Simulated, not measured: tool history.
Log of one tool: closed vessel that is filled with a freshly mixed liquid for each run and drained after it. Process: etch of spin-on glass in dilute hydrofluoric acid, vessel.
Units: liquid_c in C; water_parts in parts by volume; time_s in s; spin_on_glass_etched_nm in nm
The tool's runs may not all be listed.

Run 1, hour 0: liquid_c 23 C, water_parts 65 parts by volume, time_s 95 s. Result: spin_on_glass_etched_nm 47.189 nm.
Run 2, hour 2.6: liquid_c 23 C, water_parts 65 parts by volume, time_s 100 s. Result: spin_on_glass_etched_nm 50.368 nm.
Run 3, hour 3.6: liquid_c 23 C, water_parts 65 parts by volume, time_s 100 s. Result: spin_on_glass_etched_nm 49.669 nm.
Run 4, hour 5.3: liquid_c 23 C, water_parts 65 parts by volume, time_s 100 s. Result: spin_on_glass_etched_nm 50.081 nm.
Run 5, hour 14.4: liquid_c 23 C, water_parts 65 parts by volume, time_s 100 s. Result: spin_on_glass_etched_nm 49.784 nm.
Run 6, hour 23.7: liquid_c 24 C, water_parts 60 parts by volume, time_s 100 s. Result: spin_on_glass_etched_nm 57.259 nm.
Run 7, hour 31.8: liquid_c 25 C, water_parts 55 parts by volume, time_s 100 s. Result: spin_on_glass_etched_nm 64.984 nm.
Run 8, hour 34.8: liquid_c 26 C, water_parts 50 parts by volume, time_s 100 s. Result: spin_on_glass_etched_nm 74.215 nm.
Run 9, hour 43.7: liquid_c 26.5 C, water_parts 45 parts by volume, time_s 100 s. Result: spin_on_glass_etched_nm 85.494 nm.
Run 10, hour 51.4: liquid_c 27 C, water_parts 45 parts by volume, time_s 100 s. Result: spin_on_glass_etched_nm 86.608 nm.
Run 11, hour 60.7: liquid_c 27.5 C, water_parts 45 parts by volume, time_s 100 s. Result: spin_on_glass_etched_nm 90.123 nm.

Forecast run 12:
Run 12, hour 65.5: liquid_c 27.5 C, water_parts 45 parts by volume, time_s 100 s. Result: spin_on_glass_etched_nm ?.

{"run 12": {"spin_on_glass_etched_nm": 88.142}}
